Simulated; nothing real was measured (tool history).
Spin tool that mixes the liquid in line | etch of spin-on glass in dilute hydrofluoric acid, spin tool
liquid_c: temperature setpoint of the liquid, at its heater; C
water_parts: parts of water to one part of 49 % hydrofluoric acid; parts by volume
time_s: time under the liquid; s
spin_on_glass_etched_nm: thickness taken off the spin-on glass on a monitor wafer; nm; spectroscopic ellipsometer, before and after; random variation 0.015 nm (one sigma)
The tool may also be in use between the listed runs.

| run | hour | liquid_c | water_parts | time_s | spin_on_glass_etched_nm |
|---|---|---|---|---|---|
| 1 | 0 | 24 | 295 | 35 | 3.6289 |
| 2 | 7.2 | 22.5 | 325 | 35 | 3.0607 |
| 3 | 14.6 | 21.5 | 350 | 35 | 2.6445 |
| 4 | 18 | 21.5 | 440 | 35 | 1.9518 |
| 5 | 19 | 21.5 | 440 | 35 | 1.9493 |
| 6 | 26.6 | 21.5 | 440 | 20 | 1.1276 |
| 7 | 31.5 | 24 | 430 | 20 | 1.2595 |
| 8 | 34.8 | 24 | 430 | 20 | 1.2374 |
| 9 | 38.8 | 22.5 | 420 | 20 | 1.2258 |
| 10 | 39.7 | 22.5 | 400 | 20 | 1.3111 |
| 11 | 48.2 | 24 | 390 | 20 | 1.4571 |
| 12 | 53 | 23.5 | 380 | 20 | 1.4643 |
|  | 56.6 | thermometer replaced |
| 13 | 56.6 | 23 | 370 | 20 | 1.4055 |

The next listed run, before its measurement:
| 14 | 60.3 | 23 | 370 | 20 | ? |

Run 14 gave spin_on_glass_etched_nm 1.4341 nm.

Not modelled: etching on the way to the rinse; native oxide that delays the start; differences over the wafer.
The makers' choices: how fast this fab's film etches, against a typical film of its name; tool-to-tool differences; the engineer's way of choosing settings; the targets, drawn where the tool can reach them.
